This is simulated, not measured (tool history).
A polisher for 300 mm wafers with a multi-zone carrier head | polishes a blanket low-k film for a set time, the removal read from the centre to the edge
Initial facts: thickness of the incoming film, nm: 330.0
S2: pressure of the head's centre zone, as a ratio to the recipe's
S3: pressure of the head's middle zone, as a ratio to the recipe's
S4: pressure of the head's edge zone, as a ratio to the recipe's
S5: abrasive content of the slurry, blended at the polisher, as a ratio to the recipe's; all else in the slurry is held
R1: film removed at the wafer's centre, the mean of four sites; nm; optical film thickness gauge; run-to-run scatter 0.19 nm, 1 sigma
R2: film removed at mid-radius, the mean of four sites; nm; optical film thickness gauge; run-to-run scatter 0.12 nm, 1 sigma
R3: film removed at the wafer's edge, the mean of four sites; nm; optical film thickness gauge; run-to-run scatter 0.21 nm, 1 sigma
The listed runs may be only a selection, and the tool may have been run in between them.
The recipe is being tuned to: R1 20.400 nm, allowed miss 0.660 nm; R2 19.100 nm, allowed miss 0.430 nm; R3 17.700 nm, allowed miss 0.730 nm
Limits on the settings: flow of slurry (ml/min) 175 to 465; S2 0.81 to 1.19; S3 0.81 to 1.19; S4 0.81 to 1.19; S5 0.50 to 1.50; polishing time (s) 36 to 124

Run 1, hour 0.0: flow of slurry (ml/min) 295, S2 1.00, S3 1.00, S4 1.00, S5 1.00, polishing time (s) 79. Result: R1 21.221 nm, R2 21.496 nm, R3 20.744 nm.
Run 2, hour 7.6: flow of slurry (ml/min) 295, S2 1.00, S3 0.96, S4 1.00, S5 1.00, polishing time (s) 79. Result: R1 21.292 nm, R2 20.783 nm, R3 20.935 nm.
Run 3, hour 11.2: flow of slurry (ml/min) 295, S2 1.00, S3 0.96, S4 1.08, S5 1.00, polishing time (s) 79. Result: R1 21.177 nm, R2 20.371 nm, R3 21.668 nm.
Run 4, hour 15.9: flow of slurry (ml/min) 295, S2 1.00, S3 0.96, S4 1.08, S5 0.85, polishing time (s) 79. Result: R1 20.079 nm, R2 19.447 nm, R3 20.461 nm.
Run 5, hour 22.3: flow of slurry (ml/min) 295, S2 1.01, S3 0.96, S4 1.05, S5 0.85, polishing time (s) 79. Result: R1 20.515 nm, R2 19.356 nm, R3 20.043 nm.
Run 6, hour 24.6: flow of slurry (ml/min) 295, S2 1.01, S3 0.96, S4 0.97, S5 0.85, polishing time (s) 79. Result: R1 20.226 nm, R2 19.361 nm, R3 19.230 nm.
At hour 32.9: slurry nozzle cleaned.
Run 7, hour 32.9: flow of slurry (ml/min) 290, S2 1.06, S3 0.97, S4 0.87, S5 0.80, polishing time (s) 79. Result: R1 21.352 nm, R2 19.683 nm, R3 18.472 nm.
Run 8, hour 34.8: flow of slurry (ml/min) 285, S2 1.06, S3 0.97, S4 0.86, S5 0.80, polishing time (s) 79. Result: R1 21.344 nm, R2 19.930 nm, R3 18.288 nm.
Run 9, hour 35.5: flow of slurry (ml/min) 280, S2 1.06, S3 0.96, S4 0.86, S5 0.80, polishing time (s) 79. Result: R1 20.838 nm, R2 19.589 nm, R3 18.646 nm.
Run 10, hour 36.3: flow of slurry (ml/min) 285, S2 1.06, S3 0.96, S4 0.86, S5 0.80, polishing time (s) 79. Result: R1 20.911 nm, R2 19.994 nm, R3 18.222 nm.
Run 11, hour 42.1: flow of slurry (ml/min) 285, S2 1.06, S3 0.95, S4 0.86, S5 0.80, polishing time (s) 79. Result: R1 21.343 nm, R2 19.475 nm, R3 18.677 nm.

Exercise: of the 5 proposed moves below, exactly one satisfies all targets within the stated allowed misses. Which move is it?
Run A, hour 47.9: flow of slurry (ml/min) 310, S2 1.04, S3 0.96, S4 0.83, S5 0.85, polishing time (s) 74. Result: R1 ?, R2 ?, R3 ?.
Run B, hour 47.9: flow of slurry (ml/min) 255, S2 1.04, S3 0.92, S4 0.95, S5 0.80, polishing time (s) 84. Result: R1 ?, R2 ?, R3 ?.
Run C, hour 47.9: flow of slurry (ml/min) 300, S2 0.95, S3 0.91, S4 0.88, S5 0.75, polishing time (s) 84. Result: R1 ?, R2 ?, R3 ?.
Run D, hour 47.9: flow of slurry (ml/min) 390, S2 1.16, S3 0.97, S4 0.81, S5 0.65, polishing time (s) 81. Result: R1 ?, R2 ?, R3 ?.
Run E, hour 47.9: flow of slurry (ml/min) 270, S2 1.09, S3 0.97, S4 0.82, S5 0.90, polishing time (s) 77. Result: R1 ?, R2 ?, R3 ?.

move      R1      R2      R3
   A  20.075  19.288  17.524
   B  21.718  20.188  20.226
   C  20.220  19.874  19.361
   D  21.935  19.530  17.344
   E  21.756  20.387  18.338
A: each result inside its tolerance
B: its largest miss is bigger than the last run's
C: brings the result that was furthest off to its target, and leaves another outside
D: its largest miss is bigger than the last run's
E: its largest miss is bigger than the last run's
So the answer is move A, the one that meets all the targets.

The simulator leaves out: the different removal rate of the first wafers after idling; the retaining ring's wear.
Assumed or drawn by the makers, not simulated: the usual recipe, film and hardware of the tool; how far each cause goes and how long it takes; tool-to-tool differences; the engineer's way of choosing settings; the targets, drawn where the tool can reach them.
